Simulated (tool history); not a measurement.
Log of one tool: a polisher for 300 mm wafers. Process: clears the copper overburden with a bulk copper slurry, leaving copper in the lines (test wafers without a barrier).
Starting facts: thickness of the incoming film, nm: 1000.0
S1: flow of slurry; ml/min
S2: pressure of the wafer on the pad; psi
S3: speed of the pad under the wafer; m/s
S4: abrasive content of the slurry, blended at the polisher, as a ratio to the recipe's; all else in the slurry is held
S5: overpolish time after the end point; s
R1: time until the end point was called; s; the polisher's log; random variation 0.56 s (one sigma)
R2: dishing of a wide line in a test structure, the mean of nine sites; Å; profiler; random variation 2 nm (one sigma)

{"run": 1, "hour": 0.0, "S1": 185, "S2": 3.1, "S3": 0.98, "S4": 1, "S5": 25, "R1": 80.46, "R2": 965.4}
{"run": 2, "hour": 8.4, "S1": 185, "S2": 3.7, "S3": 0.98, "S4": 1, "S5": 25, "R1": 67.9, "R2": 991.3}
{"run": 3, "hour": 10.6, "S1": 185, "S2": 4.2, "S3": 0.98, "S4": 1, "S5": 25, "R1": 59.241, "R2": 1052.9}
{"run": 4, "hour": 14.3, "S1": 185, "S2": 4.2, "S3": 0.84, "S4": 1, "S5": 25, "R1": 69.227, "R2": 1003.7}
{"run": 5, "hour": 20.3, "S1": 185, "S2": 4.3, "S3": 0.86, "S4": 1, "S5": 23, "R1": 66.913, "R2": 1034.1}
{"run": 6, "hour": 21.2, "S1": 185, "S2": 4.3, "S3": 0.9, "S4": 1, "S5": 21, "R1": 63.032, "R2": 1005.1}
{"run": 7, "hour": 28.4, "S1": 185, "S2": 4.4, "S3": 0.9, "S4": 1, "S5": 19, "R1": 62.305, "R2": 980.44}
{"run": 8, "hour": 33.2, "S1": 185, "S2": 4.5, "S3": 0.9, "S4": 1, "S5": 18, "R1": 60.818, "R2": 971.44}
{"run": 9, "hour": 36.6, "S1": 185, "S2": 4.5, "S3": 0.9, "S4": 1, "S5": 17, "R1": 60.927, "R2": 972.59}
{"run": 10, "hour": 40.6, "S1": 185, "S2": 4.5, "S3": 0.9, "S4": 1, "S5": 16, "R1": 61.047, "R2": 925.02}
{"run": 11, "hour": 47.8, "S1": 190, "S2": 4.7, "S3": 0.94, "S4": 1, "S5": 14, "R1": 56.054, "R2": 955.45}
{"run": 12, "hour": 52.7, "S1": 175, "S2": 4.8, "S3": 1.02, "S4": 1.05, "S5": 8, "R1": 50.641, "R2": 756.32}

Expected results for the next run?
{"run": 13, "hour": 54.9, "S1": 180, "S2": 4.8, "S3": 1.02, "S4": 1.05, "S5": 8, "R1": "?", "R2": "?"}

R1: 50.14 s
R2: 757.47 Å
